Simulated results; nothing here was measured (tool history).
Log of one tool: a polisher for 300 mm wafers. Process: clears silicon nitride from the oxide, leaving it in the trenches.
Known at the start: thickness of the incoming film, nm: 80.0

run    day  flow of slurry (ml/min)  pressure of the wafer on the pad (psi)  speed of the pad under the wafer (cm/s)  overpolish time after the end point (s)  time until the end point was called (s)
  1      0                      160                                       3                                      100                                       14                                   98.438
  2  0.171                      160                                     3.1                                      100                                       14                                   96.782
  3  0.504                      180                                     3.1                                      100                                       14                                   97.697
  4  0.596                      180                                     3.2                                      100                                       14                                   95.196
  5    0.9                      180                                     3.2                                       82                                       14                                   114.97
  6  1.046                      180                                     3.2                                       74                                       14                                   125.02
  7  1.075                      180                                     3.4                                       76                                       14                                   113.51
  8  1.279                      180                                     3.5                                       76                                       14                                   111.91
  9  1.638                      180                                     3.6                                       76                                       14                                   107.13
 10  2.012                      180                                     3.7                                       76                                       14                                   103.94
 11  2.383                      180                                     3.8                                       76                                       14                                   103.28

The next listed run, before its measurement:
 12  2.679                      180                                     3.9                                       78                                       14                                        ?

Run 12 gave time until the end point was called (s) 100.06.

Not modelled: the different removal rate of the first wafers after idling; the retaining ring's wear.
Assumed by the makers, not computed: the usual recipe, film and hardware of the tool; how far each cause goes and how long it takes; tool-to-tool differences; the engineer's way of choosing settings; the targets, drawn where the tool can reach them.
